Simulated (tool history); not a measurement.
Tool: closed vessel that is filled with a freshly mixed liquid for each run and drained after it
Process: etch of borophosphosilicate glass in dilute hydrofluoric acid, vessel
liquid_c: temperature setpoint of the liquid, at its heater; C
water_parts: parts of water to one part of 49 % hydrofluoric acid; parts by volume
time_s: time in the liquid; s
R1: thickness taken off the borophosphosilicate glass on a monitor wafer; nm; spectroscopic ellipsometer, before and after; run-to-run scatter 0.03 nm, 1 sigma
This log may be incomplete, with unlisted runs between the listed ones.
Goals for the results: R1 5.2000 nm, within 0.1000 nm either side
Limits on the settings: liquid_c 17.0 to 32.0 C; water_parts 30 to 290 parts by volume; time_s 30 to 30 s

{"run": 1, "day": 0.0, "liquid_c": 24.0, "water_parts": 160, "time_s": 30, "R1": 6.5928}
{"run": 2, "day": 0.362, "liquid_c": 22.5, "water_parts": 160, "time_s": 30, "R1": 6.2798}
{"run": 3, "day": 0.662, "liquid_c": 22.0, "water_parts": 160, "time_s": 30, "R1": 6.0715}
{"run": 4, "day": 0.742, "liquid_c": 22.0, "water_parts": 160, "time_s": 30, "R1": 6.1124}
{"run": 5, "day": 0.892, "liquid_c": 22.0, "water_parts": 180, "time_s": 30, "R1": 5.306}
{"run": 6, "day": 0.988, "liquid_c": 19.0, "water_parts": 180, "time_s": 30, "R1": 4.7152}
{"run": 7, "day": 1.35, "liquid_c": 19.5, "water_parts": 180, "time_s": 30, "R1": 4.7835}
{"run": 8, "day": 1.475, "liquid_c": 20.0, "water_parts": 180, "time_s": 30, "R1": 4.842}

Next run, 4 choices. One meets every target within its allowed miss, the rest don't. Which?
{"run": "A", "day": 1.6, "liquid_c": 19.0, "water_parts": 165, "time_s": 30, "R1": "?"}
{"run": "B", "day": 1.6, "liquid_c": 23.0, "water_parts": 215, "time_s": 30, "R1": "?"}
{"run": "C", "day": 1.6, "liquid_c": 19.0, "water_parts": 190, "time_s": 30, "R1": "?"}
{"run": "D", "day": 1.6, "liquid_c": 18.0, "water_parts": 175, "time_s": 30, "R1": "?"}

move=A R1=5.2352
move=B R1=4.4533
move=C R1=4.4359
move=D R1=4.6966
A: every result lands within tolerance
B: lands further from the targets than the last run did
C: lands further from the targets than the last run did
D: lands further from the targets than the last run did
Answer: A

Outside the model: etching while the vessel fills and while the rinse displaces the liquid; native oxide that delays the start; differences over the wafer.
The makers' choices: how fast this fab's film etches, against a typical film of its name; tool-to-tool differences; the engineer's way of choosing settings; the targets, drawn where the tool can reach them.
